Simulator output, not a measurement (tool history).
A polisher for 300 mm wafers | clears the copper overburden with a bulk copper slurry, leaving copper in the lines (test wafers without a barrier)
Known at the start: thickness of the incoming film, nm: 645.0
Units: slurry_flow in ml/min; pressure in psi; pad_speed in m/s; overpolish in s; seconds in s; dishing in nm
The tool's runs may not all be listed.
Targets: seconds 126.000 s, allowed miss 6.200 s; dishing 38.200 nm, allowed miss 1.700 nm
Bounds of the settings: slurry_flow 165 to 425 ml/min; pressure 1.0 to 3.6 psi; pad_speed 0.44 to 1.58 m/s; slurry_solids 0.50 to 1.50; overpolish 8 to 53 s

run	hour	slurry_flow	pressure	pad_speed	slurry_solids	overpolish	seconds	dishing
1	0.0	275	2.3	1.00	1.00	27	98.404	71.654
2	7.1	275	2.3	1.00	1.00	32	94.267	76.281
3	8.3	275	2.3	0.90	1.00	32	107.800	74.158
4	11.7	265	2.2	0.96	0.95	29	106.440	70.076
5	14.5	265	2.2	0.96	1.05	29	104.100	71.036
6	22.3	265	2.2	1.06	1.05	29	93.896	73.775
7	25.9	255	2.1	1.10	1.00	27	97.834	70.942
8	31.1	275	2.0	1.10	1.05	25	99.894	68.357
9	39.9	265	1.9	1.14	1.00	23	105.430	63.454
10	43.3	265	1.8	1.18	0.95	21	107.600	60.339
11	50.6	270	1.7	1.22	0.90	20	108.980	57.222
12	54.1	280	1.6	1.24	0.85	19	118.420	54.832
13	60.1	265	1.5	1.28	0.80	18	122.840	49.530
14	66.8	260	1.5	1.28	0.75	17	126.480	47.676
15	71.8	255	1.5	1.28	0.75	16	125.730	45.520
16	77.6	250	1.5	1.28	0.75	16	127.630	46.129
17	83.9	245	1.5	1.28	0.75	15	127.680	44.002
18	92.3	240	1.5	1.28	0.75	15	126.630	43.792
19	101.1	180	1.2	1.40	0.75	8	150.710	23.955
20	106.6	190	1.2	1.40	0.75	8	147.800	23.704
21	107.4	200	1.2	1.40	0.75	8	145.220	24.393
22	115.6	215	1.2	1.40	0.75	8	147.530	25.230
23	116.2	230	1.2	1.40	0.75	8	143.950	24.716
24	119.0	240	1.2	1.38	0.75	8	145.180	24.906

4 next moves are on the table. One of them brings every result within its allowed miss. Which?
A	121.8	240	1.5	1.42	0.85	11	?	?
B	121.8	265	1.4	1.42	0.65	12	?	?
C	121.8	230	1.4	1.58	0.75	9	?	?
D	121.8	290	1.6	1.30	0.80	11	?	?

move	seconds	dishing
A	113.070	38.789
B	128.220	37.551
C	113.040	33.383
D	115.290	38.437
A: brings the result that was furthest off to its target, and leaves another outside
B: meets every target
C: nearer than the last run, and not there yet
D: brings the result that was furthest off to its target, and leaves another outside
The right move is B.
